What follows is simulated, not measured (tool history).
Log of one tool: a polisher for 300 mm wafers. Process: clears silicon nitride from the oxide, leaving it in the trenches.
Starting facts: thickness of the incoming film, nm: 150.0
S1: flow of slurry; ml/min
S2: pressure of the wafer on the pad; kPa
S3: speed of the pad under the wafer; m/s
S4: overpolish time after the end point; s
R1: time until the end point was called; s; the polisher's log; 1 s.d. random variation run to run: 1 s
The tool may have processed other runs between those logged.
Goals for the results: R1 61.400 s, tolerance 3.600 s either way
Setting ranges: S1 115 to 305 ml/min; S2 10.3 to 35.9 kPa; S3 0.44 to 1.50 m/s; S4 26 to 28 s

run  hour   S1    S2    S3  S4       R1
  1   0.0  195  22.8  0.96  26  124.580
  2   3.9  195  22.8  0.96  28  125.670
  3   8.1  195  24.8  0.98  28  115.580
  4   8.9  195  24.8  0.98  26  113.840
  5  13.5  225  24.8  0.98  26  112.510
  6  19.7  225  20.0  0.98  26  131.940
  7  23.3  225  22.1  1.02  26  118.240
  8  29.2  225  24.1  1.06  26  103.660
  9  36.1  225  25.5  1.08  26   98.144
 10  44.3  230  32.4  1.20  26   71.171
 11  51.8  230  33.1  1.20  26   69.282
 12  59.8  230  33.8  1.20  26   68.287

Which one of the following 4 next-run settings gets every result inside its allowed miss? There is exactly one.
  A  67.8  205  35.9  1.24  26   ?
  B  67.8  245  35.9  1.40  26   ?
  C  67.8  225  35.2  1.48  28   ?
  D  67.8  250  34.5  1.46  26   ?

move      R1
   A  62.957
   B  54.713
   C  53.333
   D  54.447
A: hits every target within its allowed miss
B: takes the result that was furthest off past its target
C: takes the result that was furthest off past its target
D: takes the result that was furthest off past its target
Go with A: it meets all targets.

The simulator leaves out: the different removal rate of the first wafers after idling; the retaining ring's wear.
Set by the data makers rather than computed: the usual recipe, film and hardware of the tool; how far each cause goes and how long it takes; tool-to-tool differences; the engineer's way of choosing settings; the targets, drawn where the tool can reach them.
